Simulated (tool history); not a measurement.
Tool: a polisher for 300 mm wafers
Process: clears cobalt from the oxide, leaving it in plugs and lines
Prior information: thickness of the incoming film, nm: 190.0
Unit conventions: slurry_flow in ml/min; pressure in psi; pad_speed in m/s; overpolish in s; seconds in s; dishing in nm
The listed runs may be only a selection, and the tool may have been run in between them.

run,hour,slurry_flow,pressure,pad_speed,overpolish,seconds,dishing
1,0.0,230,1.3,0.92,22,52.922,52.095
2,0.6,185,1.3,0.92,22,55.751,51.164
3,9.0,200,1.3,0.92,25,54.585,55.443
4,15.7,215,1.3,0.92,27,54.357,59.096
5,21.8,215,1.3,0.92,22,54.283,52.299
6,24.6,225,1.3,0.92,25,53.502,56.701
7,30.4,240,1.3,0.92,27,52.989,59.566
8,37.0,250,1.3,0.92,28,53.024,59.760
9,43.0,255,1.3,0.92,30,52.936,61.373
10,51.8,260,1.3,0.92,31,52.389,63.551
11,60.0,265,1.3,0.92,32,52.429,65.038
12,68.3,270,1.3,0.92,33,52.637,67.733
13,72.2,280,1.3,0.92,33,52.328,66.700

Forecast run 14:
14,76.5,285,1.3,0.92,33,?,?

seconds: 52.860 s
dishing: 64.642 nm
